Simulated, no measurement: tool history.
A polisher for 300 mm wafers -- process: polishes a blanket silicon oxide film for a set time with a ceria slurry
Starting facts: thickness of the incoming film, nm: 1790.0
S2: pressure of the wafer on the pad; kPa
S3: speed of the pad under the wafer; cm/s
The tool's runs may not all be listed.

{"run": 1, "hour": 0.0, "flow of slurry (ml/min)": 145, "S2": 22.8, "S3": 96, "polishing time (s)": 39, "film removed (angstrom)": 1515.4}
{"run": 2, "hour": 4.7, "flow of slurry (ml/min)": 130, "S2": 22.8, "S3": 96, "polishing time (s)": 39, "film removed (angstrom)": 1481.2}
{"run": 3, "hour": 5.3, "flow of slurry (ml/min)": 130, "S2": 22.8, "S3": 116, "polishing time (s)": 39, "film removed (angstrom)": 1637.3}
{"run": 4, "hour": 7.7, "flow of slurry (ml/min)": 130, "S2": 22.8, "S3": 132, "polishing time (s)": 39, "film removed (angstrom)": 1769.2}
{"run": 5, "hour": 8.7, "flow of slurry (ml/min)": 130, "S2": 22.1, "S3": 132, "polishing time (s)": 39, "film removed (angstrom)": 1778.4}
{"run": 6, "hour": 9.4, "flow of slurry (ml/min)": 130, "S2": 22.1, "S3": 132, "polishing time (s)": 39, "film removed (angstrom)": 1728.4}
{"run": 7, "hour": 16.0, "flow of slurry (ml/min)": 130, "S2": 21.4, "S3": 132, "polishing time (s)": 39, "film removed (angstrom)": 1692.2}
{"run": 8, "hour": 19.7, "flow of slurry (ml/min)": 130, "S2": 20.7, "S3": 132, "polishing time (s)": 39, "film removed (angstrom)": 1583.8}
{"run": 9, "hour": 24.4, "flow of slurry (ml/min)": 130, "S2": 20.0, "S3": 132, "polishing time (s)": 39, "film removed (angstrom)": 1609.9}

Expected results for the next run?
{"run": 10, "hour": 26.3, "flow of slurry (ml/min)": 130, "S2": 19.3, "S3": 132, "polishing time (s)": 39, "film removed (angstrom)": "?"}

Run 10 gave film removed (angstrom) 1522.9.

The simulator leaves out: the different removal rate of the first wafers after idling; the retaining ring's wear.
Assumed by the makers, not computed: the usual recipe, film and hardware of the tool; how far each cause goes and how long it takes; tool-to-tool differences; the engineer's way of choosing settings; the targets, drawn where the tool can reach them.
